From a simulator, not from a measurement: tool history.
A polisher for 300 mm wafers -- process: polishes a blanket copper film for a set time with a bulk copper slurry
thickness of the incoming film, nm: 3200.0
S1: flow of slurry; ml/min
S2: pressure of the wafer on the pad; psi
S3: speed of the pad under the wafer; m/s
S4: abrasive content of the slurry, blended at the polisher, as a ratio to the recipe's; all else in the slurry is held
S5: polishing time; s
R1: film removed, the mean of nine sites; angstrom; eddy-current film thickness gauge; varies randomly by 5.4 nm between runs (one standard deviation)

| run | hour | S1 | S2 | S3 | S4 | S5 | R1 |
|---|---|---|---|---|---|---|---|
| 1 | 0.0 | 295 | 1.8 | 1.20 | 1.0 | 78 | 5678.0 |
| 2 | 4.1 | 295 | 1.8 | 1.20 | 1.0 | 81 | 5902.7 |
| 3 | 5.0 | 295 | 1.5 | 1.20 | 1.0 | 81 | 5050.2 |
| 4 | 6.7 | 300 | 1.7 | 1.20 | 1.0 | 81 | 5591.8 |
| 5 | 11.8 | 300 | 1.7 | 1.42 | 1.0 | 81 | 6639.8 |
| 6 | 20.7 | 300 | 1.8 | 1.42 | 1.0 | 81 | 7010.1 |
| 7 | 23.8 | 300 | 1.9 | 1.42 | 1.0 | 81 | 7400.8 |

Predict the results of run 8:
| 8 | 27.2 | 305 | 2.0 | 1.42 | 1.0 | 81 | ? |

R1: 7723.0 angstrom

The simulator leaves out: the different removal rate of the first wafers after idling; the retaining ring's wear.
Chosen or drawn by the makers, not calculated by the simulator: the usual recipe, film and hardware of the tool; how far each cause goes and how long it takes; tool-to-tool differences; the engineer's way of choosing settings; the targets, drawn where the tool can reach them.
